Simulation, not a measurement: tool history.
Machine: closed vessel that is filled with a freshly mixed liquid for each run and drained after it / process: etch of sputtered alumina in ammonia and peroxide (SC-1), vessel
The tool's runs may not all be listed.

run,hour,temperature setpoint of the liquid (°C),parts of 29 % ammonia solution to one part of 30 % peroxide (parts by volume),time in the liquid (s),thickness taken off the sputtered alumina on a monitor wafer (nm)
1,0.0,58.0,0.40,150,12.5160
2,6.4,59.0,0.40,150,13.2920
3,9.7,60.0,0.40,150,14.1310
4,13.7,60.0,0.40,105,9.7155
5,19.5,60.0,0.40,105,9.8385
6,27.2,62.5,0.45,115,12.3170
7,33.2,64.0,0.45,115,13.1700
8,41.4,65.0,0.45,115,14.0150

Run 9 comes next. What will it give?
9,49.2,65.5,0.45,115,?

Run 9 measured thickness taken off the sputtered alumina on a monitor wafer (nm) 14.4820.
